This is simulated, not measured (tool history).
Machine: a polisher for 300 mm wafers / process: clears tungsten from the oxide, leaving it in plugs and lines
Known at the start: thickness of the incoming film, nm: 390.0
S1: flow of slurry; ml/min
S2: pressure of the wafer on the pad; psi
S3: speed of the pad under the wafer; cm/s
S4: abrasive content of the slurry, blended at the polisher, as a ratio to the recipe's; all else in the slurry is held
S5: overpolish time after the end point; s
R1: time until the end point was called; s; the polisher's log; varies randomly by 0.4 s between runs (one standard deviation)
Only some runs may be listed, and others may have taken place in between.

| run | day | S1 | S2 | S3 | S4 | S5 | R1 |
|---|---|---|---|---|---|---|---|
| 1 | 0 | 195 | 4.4 | 134 | 1 | 4 | 38.752 |
| 2 | 0.275 | 195 | 4.4 | 134 | 1 | 4 | 38.497 |
| 3 | 0.346 | 195 | 4.4 | 116 | 1 | 4 | 45.022 |
| 4 | 0.538 | 195 | 4.5 | 116 | 1 | 4 | 43.968 |
| 5 | 0.829 | 160 | 4.5 | 116 | 1 | 4 | 45.194 |
| 6 | 0.925 | 160 | 4.5 | 132 | 1 | 4 | 39.77 |

What does the tool deliver on the next run?
| 7 | 1.242 | 165 | 4.6 | 132 | 1 | 4 | ? |

Logged for run 7: R1 39.409 s.
